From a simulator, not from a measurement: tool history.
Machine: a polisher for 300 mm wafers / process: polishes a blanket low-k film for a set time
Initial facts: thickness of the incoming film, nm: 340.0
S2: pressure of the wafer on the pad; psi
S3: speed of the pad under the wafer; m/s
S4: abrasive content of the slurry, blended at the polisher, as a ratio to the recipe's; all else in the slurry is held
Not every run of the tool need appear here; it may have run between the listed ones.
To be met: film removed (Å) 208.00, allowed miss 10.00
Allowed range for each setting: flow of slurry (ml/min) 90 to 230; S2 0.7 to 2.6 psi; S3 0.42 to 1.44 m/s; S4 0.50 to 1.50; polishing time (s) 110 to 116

Run 1, day 0.000: flow of slurry (ml/min) 150, S2 1.6 psi, S3 0.92 m/s, S4 1.00, polishing time (s) 110. Result: film removed (Å) 419.57.
Run 2, day 0.067: flow of slurry (ml/min) 150, S2 1.6 psi, S3 0.92 m/s, S4 1.00, polishing time (s) 110. Result: film removed (Å) 402.33.
Run 3, day 0.400: flow of slurry (ml/min) 150, S2 1.4 psi, S3 0.90 m/s, S4 1.00, polishing time (s) 110. Result: film removed (Å) 366.39.
Run 4, day 0.508: flow of slurry (ml/min) 150, S2 1.4 psi, S3 0.90 m/s, S4 1.00, polishing time (s) 110. Result: film removed (Å) 377.38.
Run 5, day 0.571: flow of slurry (ml/min) 150, S2 1.2 psi, S3 0.82 m/s, S4 1.00, polishing time (s) 110. Result: film removed (Å) 304.12.
Run 6, day 0.867: flow of slurry (ml/min) 150, S2 1.2 psi, S3 0.82 m/s, S4 1.00, polishing time (s) 116. Result: film removed (Å) 322.04.
Run 7, day 0.996: flow of slurry (ml/min) 150, S2 1.1 psi, S3 0.78 m/s, S4 1.00, polishing time (s) 116. Result: film removed (Å) 286.08.
Run 8, day 1.354: flow of slurry (ml/min) 150, S2 1.0 psi, S3 0.76 m/s, S4 1.00, polishing time (s) 116. Result: film removed (Å) 270.72.
Run 9, day 1.425: flow of slurry (ml/min) 150, S2 1.0 psi, S3 0.76 m/s, S4 1.00, polishing time (s) 116. Result: film removed (Å) 267.55.
Run 10, day 1.529: flow of slurry (ml/min) 150, S2 0.9 psi, S3 0.74 m/s, S4 1.00, polishing time (s) 116. Result: film removed (Å) 241.82.
Run 11, day 1.829: flow of slurry (ml/min) 150, S2 0.8 psi, S3 0.74 m/s, S4 1.00, polishing time (s) 116. Result: film removed (Å) 226.65.

Below are 5 possible settings for the next run. Only one of them brings all results inside the allowed miss of their targets. Which is it?
Run A, day 2.129: flow of slurry (ml/min) 115, S2 1.0 psi, S3 0.74 m/s, S4 1.10, polishing time (s) 112. Result: film removed (Å) ?.
Run B, day 2.129: flow of slurry (ml/min) 155, S2 0.7 psi, S3 0.70 m/s, S4 1.00, polishing time (s) 110. Result: film removed (Å) ?.
Run C, day 2.129: flow of slurry (ml/min) 135, S2 0.8 psi, S3 0.88 m/s, S4 0.85, polishing time (s) 116. Result: film removed (Å) ?.
Run D, day 2.129: flow of slurry (ml/min) 120, S2 0.8 psi, S3 0.76 m/s, S4 0.95, polishing time (s) 114. Result: film removed (Å) ?.
Run E, day 2.129: flow of slurry (ml/min) 140, S2 0.7 psi, S3 0.68 m/s, S4 0.95, polishing time (s) 111. Result: film removed (Å) ?.

move  film removed (Å)
   A            251.68
   B            193.92
   C            242.81
   D            216.04
   E            183.67
A: moves away from the targets compared with the last run
B: takes the biggest miss from the last run beyond its target
C: moves away from the targets compared with the last run
D: each result inside its tolerance
E: takes the biggest miss from the last run beyond its target
D is the move that brings every result within its allowed miss.

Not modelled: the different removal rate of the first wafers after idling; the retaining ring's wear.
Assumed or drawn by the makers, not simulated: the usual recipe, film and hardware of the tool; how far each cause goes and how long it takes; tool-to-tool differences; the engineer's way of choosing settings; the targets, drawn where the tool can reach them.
